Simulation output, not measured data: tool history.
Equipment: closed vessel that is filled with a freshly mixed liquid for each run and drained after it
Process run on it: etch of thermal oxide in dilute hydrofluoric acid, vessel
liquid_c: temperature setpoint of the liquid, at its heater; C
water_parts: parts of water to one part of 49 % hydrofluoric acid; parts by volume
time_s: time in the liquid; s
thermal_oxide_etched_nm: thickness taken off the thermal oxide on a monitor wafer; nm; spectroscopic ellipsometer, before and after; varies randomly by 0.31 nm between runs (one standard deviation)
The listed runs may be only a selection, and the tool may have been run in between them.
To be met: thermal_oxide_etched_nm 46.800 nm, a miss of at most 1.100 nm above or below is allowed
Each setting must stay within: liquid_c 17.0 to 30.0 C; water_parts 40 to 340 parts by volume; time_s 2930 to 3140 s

run,day,liquid_c,water_parts,time_s,thermal_oxide_etched_nm
1,0.000,22.0,190,2930,63.190
2,0.292,22.0,190,3140,67.906
3,0.346,21.0,195,3140,63.370
4,0.671,21.0,195,2930,58.557
5,0.692,23.0,195,2930,63.603
6,0.754,21.5,195,2930,60.875
7,1.096,20.5,200,2930,56.718
8,1.388,20.0,205,2930,53.813
9,1.646,19.5,205,2930,53.005
10,1.762,19.0,205,2930,50.867
11,2.058,18.5,205,2930,50.682
# day 2.362: thermometer replaced
12,2.362,18.0,205,2930,45.655

Below are 5 possible settings for the next run. Only one of them brings all results inside the allowed miss of their targets. Which is it?
A,2.667,19.5,220,2930,?
B,2.667,18.0,215,2940,?
C,2.667,17.5,210,3030,?
D,2.667,17.5,205,3055,?
E,2.667,17.0,215,3140,?

move,thermal_oxide_etched_nm
A,44.590
B,43.400
C,45.109
D,46.806
E,44.564
A: misses by more than the last run did
B: misses by more than the last run did
C: misses by more than the last run did
D: every result lands within tolerance
E: misses by more than the last run did
D is the move that brings every result within its allowed miss.
